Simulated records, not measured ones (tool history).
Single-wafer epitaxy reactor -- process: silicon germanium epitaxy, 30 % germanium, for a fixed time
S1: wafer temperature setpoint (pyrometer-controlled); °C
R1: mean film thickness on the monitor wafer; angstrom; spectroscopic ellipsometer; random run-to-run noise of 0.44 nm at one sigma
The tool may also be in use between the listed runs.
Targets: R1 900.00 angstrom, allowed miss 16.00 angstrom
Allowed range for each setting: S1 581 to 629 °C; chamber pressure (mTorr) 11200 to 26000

{"run": 1, "hour": 0.0, "S1": 605, "chamber pressure (mTorr)": 18600, "R1": 599.68}
{"run": 2, "hour": 3.5, "S1": 609, "chamber pressure (mTorr)": 18700, "R1": 654.7}
{"run": 3, "hour": 10.7, "S1": 601, "chamber pressure (mTorr)": 18700, "R1": 553.88}
{"run": 4, "hour": 19.6, "S1": 605, "chamber pressure (mTorr)": 18800, "R1": 596.29}
{"run": 5, "hour": 22.8, "S1": 608, "chamber pressure (mTorr)": 18900, "R1": 639.11}
{"run": 6, "hour": 29.6, "S1": 608, "chamber pressure (mTorr)": 21200, "R1": 666.61}
{"run": 7, "hour": 33.6, "S1": 610, "chamber pressure (mTorr)": 21200, "R1": 689.68}
{"run": 8, "hour": 37.4, "S1": 612, "chamber pressure (mTorr)": 21200, "R1": 717.69}

Exercise: of the 4 proposed moves below, exactly one satisfies all targets within the stated allowed misses. Which move is it?
{"run": "A", "hour": 41.2, "S1": 619, "chamber pressure (mTorr)": 23300, "R1": "?"}
{"run": "B", "hour": 41.2, "S1": 627, "chamber pressure (mTorr)": 16500, "R1": "?"}
{"run": "C", "hour": 41.2, "S1": 602, "chamber pressure (mTorr)": 21400, "R1": "?"}
{"run": "D", "hour": 41.2, "S1": 621, "chamber pressure (mTorr)": 21900, "R1": "?"}

move=A R1=856.45
move=B R1=900.33
move=C R1=590.23
move=D R1=873.54
A: moves toward the targets from the last run without getting all of them in spec
B: every result within its allowed miss
C: further off than the last run
D: moves toward the targets from the last run without getting all of them in spec
Move B is the one to make.
